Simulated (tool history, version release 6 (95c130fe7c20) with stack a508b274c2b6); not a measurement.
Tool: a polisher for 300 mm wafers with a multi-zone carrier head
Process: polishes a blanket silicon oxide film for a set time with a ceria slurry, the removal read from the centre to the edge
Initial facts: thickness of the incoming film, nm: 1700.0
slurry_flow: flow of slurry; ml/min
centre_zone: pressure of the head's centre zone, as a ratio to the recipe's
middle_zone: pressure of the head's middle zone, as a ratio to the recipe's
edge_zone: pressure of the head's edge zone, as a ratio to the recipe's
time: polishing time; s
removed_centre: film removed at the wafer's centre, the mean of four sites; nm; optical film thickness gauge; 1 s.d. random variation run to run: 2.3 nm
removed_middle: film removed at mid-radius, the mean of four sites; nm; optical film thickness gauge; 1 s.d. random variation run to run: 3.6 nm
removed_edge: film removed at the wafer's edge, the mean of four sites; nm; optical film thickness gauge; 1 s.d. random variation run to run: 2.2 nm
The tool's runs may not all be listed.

{"run": 1, "hour": 0.0, "slurry_flow": 235, "centre_zone": 1, "middle_zone": 1, "edge_zone": 1, "time": 82, "removed_centre": 474.68, "removed_middle": 485.9, "removed_edge": 462.98}
{"run": 2, "hour": 3.1, "slurry_flow": 235, "centre_zone": 1, "middle_zone": 1.05, "edge_zone": 1, "time": 82, "removed_centre": 476.68, "removed_middle": 496.09, "removed_edge": 474.86}
{"run": 3, "hour": 9.2, "slurry_flow": 235, "centre_zone": 1, "middle_zone": 1.05, "edge_zone": 1, "time": 63, "removed_centre": 363.5, "removed_middle": 380.72, "removed_edge": 353.02}
{"run": 4, "hour": 17.8, "slurry_flow": 200, "centre_zone": 1, "middle_zone": 1.05, "edge_zone": 1, "time": 63, "removed_centre": 353.43, "removed_middle": 389.38, "removed_edge": 350.6}
{"run": 5, "hour": 20.9, "slurry_flow": 210, "centre_zone": 0.97, "middle_zone": 1.02, "edge_zone": 1, "time": 59, "removed_centre": 323.62, "removed_middle": 351.65, "removed_edge": 332.98}
{"run": 6, "hour": 23.4, "slurry_flow": 210, "centre_zone": 0.97, "middle_zone": 0.98, "edge_zone": 1, "time": 59, "removed_centre": 331.18, "removed_middle": 331.24, "removed_edge": 330.51}
{"run": 7, "hour": 29.4, "slurry_flow": 205, "centre_zone": 0.94, "middle_zone": 0.97, "edge_zone": 0.98, "time": 57, "removed_centre": 305.1, "removed_middle": 324.79, "removed_edge": 317.71}
{"run": 8, "hour": 32.8, "slurry_flow": 205, "centre_zone": 0.92, "middle_zone": 0.95, "edge_zone": 0.96, "time": 55, "removed_centre": 281.73, "removed_middle": 302.87, "removed_edge": 306.65}
{"run": 9, "hour": 39.4, "slurry_flow": 200, "centre_zone": 0.92, "middle_zone": 0.95, "edge_zone": 0.94, "time": 54, "removed_centre": 287.27, "removed_middle": 303.56, "removed_edge": 298.65}
{"run": 10, "hour": 41.6, "slurry_flow": 190, "centre_zone": 0.82, "middle_zone": 0.91, "edge_zone": 0.92, "time": 42, "removed_centre": 196.04, "removed_middle": 223.88, "removed_edge": 224.82}

Estimate the outcome of run 11 from the log above:
{"hour": 43.2, "done": "edge zone pressure recalibrated"}
{"run": 11, "hour": 43.2, "slurry_flow": 190, "centre_zone": 0.82, "middle_zone": 0.91, "edge_zone": 0.92, "time": 42, "removed_centre": "?", "removed_middle": "?", "removed_edge": "?"}

Run 11 came out at removed_centre 194.44 nm, removed_middle 225.47 nm, removed_edge 236.7 nm.
